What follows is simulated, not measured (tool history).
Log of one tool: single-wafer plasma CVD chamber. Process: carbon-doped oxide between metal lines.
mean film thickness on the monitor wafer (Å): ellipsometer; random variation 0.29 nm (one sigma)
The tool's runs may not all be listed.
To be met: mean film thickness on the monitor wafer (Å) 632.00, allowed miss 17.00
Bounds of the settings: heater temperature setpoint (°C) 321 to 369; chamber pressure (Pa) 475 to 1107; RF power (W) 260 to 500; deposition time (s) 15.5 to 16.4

run  hour  heater temperature setpoint (°C)  chamber pressure (Pa)  RF power (W)  deposition time (s)  mean film thickness on the monitor wafer (Å)
  1   0.0                               345                    791           380                 16.4                                        702.44
  2   4.5                               345                    903           380                 16.4                                        711.27
  3   6.8                               352                    903           380                 16.4                                        698.63
  4  13.6                               352                    899           375                 16.4                                        691.68
  5  18.2                               352                    895           370                 16.4                                        682.71
  6  24.3                               352                    975           370                 16.4                                        694.65
  7  25.0                               352                    967           365                 16.4                                        680.86
  8  30.8                               352                    964           360                 16.4                                        684.96
  9  34.4                               352                    956           355                 16.4                                        674.93
 10  36.0                               352                    956           355                 16.4                                        669.46

Which of these 5 next moves meets every target?
  A  37.6                               366                   1107           400                 16.4                                             ?
  B  37.6                               347                    956           350                 15.5                                             ?
  C  37.6                               351                   1101           355                 16.4                                             ?
  D  37.6                               352                    952           390                 16.4                                             ?
  E  37.6                               348                    904           375                 16.4                                             ?

move  mean film thickness on the monitor wafer (Å)
   A                                        713.10
   B                                        638.28
   C                                        681.53
   D                                        716.05
   E                                        701.39
A: further off than the last run
B: meets every target
C: further off than the last run
D: further off than the last run
E: further off than the last run
The right move is B.
